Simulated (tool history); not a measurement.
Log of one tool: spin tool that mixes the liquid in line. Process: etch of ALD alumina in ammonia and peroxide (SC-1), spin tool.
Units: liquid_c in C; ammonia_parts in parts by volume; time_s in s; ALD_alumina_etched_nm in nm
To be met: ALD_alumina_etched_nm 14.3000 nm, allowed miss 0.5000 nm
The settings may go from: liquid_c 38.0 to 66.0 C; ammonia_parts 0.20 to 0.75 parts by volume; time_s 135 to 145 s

{"run": 1, "day": 0.0, "liquid_c": 50.0, "ammonia_parts": 0.45, "time_s": 135, "ALD_alumina_etched_nm": 8.3261}
{"run": 2, "day": 0.354, "liquid_c": 46.0, "ammonia_parts": 0.45, "time_s": 135, "ALD_alumina_etched_nm": 6.5376}
{"run": 3, "day": 0.45, "liquid_c": 48.0, "ammonia_parts": 0.45, "time_s": 135, "ALD_alumina_etched_nm": 7.3634}
{"run": 4, "day": 0.588, "liquid_c": 50.0, "ammonia_parts": 0.45, "time_s": 135, "ALD_alumina_etched_nm": 8.2611}
{"run": 5, "day": 0.917, "liquid_c": 51.5, "ammonia_parts": 0.45, "time_s": 135, "ALD_alumina_etched_nm": 9.018}
{"run": 6, "day": 1.075, "liquid_c": 53.0, "ammonia_parts": 0.45, "time_s": 135, "ALD_alumina_etched_nm": 9.7111}
{"run": 7, "day": 1.392, "liquid_c": 54.0, "ammonia_parts": 0.45, "time_s": 135, "ALD_alumina_etched_nm": 10.376}
{"run": 8, "day": 1.467, "liquid_c": 55.0, "ammonia_parts": 0.45, "time_s": 135, "ALD_alumina_etched_nm": 10.719}
{"run": 9, "day": 1.762, "liquid_c": 61.5, "ammonia_parts": 0.45, "time_s": 135, "ALD_alumina_etched_nm": 15.078}

Which of these 5 next moves meets every target?
{"run": "A", "day": 2.058, "liquid_c": 57.5, "ammonia_parts": 0.45, "time_s": 145, "ALD_alumina_etched_nm": "?"}
{"run": "B", "day": 2.058, "liquid_c": 59.5, "ammonia_parts": 0.4, "time_s": 135, "ALD_alumina_etched_nm": "?"}
{"run": "C", "day": 2.058, "liquid_c": 57.5, "ammonia_parts": 0.55, "time_s": 140, "ALD_alumina_etched_nm": "?"}
{"run": "D", "day": 2.058, "liquid_c": 60.5, "ammonia_parts": 0.35, "time_s": 135, "ALD_alumina_etched_nm": "?"}
{"run": "E", "day": 2.058, "liquid_c": 62.0, "ammonia_parts": 0.45, "time_s": 145, "ALD_alumina_etched_nm": "?"}

move=A ALD_alumina_etched_nm=13.2680
move=B ALD_alumina_etched_nm=13.5510
move=C ALD_alumina_etched_nm=13.0560
move=D ALD_alumina_etched_nm=14.0860
move=E ALD_alumina_etched_nm=16.7240
A: takes the result that was furthest off past its target
B: takes the result that was furthest off past its target
C: takes the result that was furthest off past its target
D: meets every target
E: further off than the last run
Answer: D
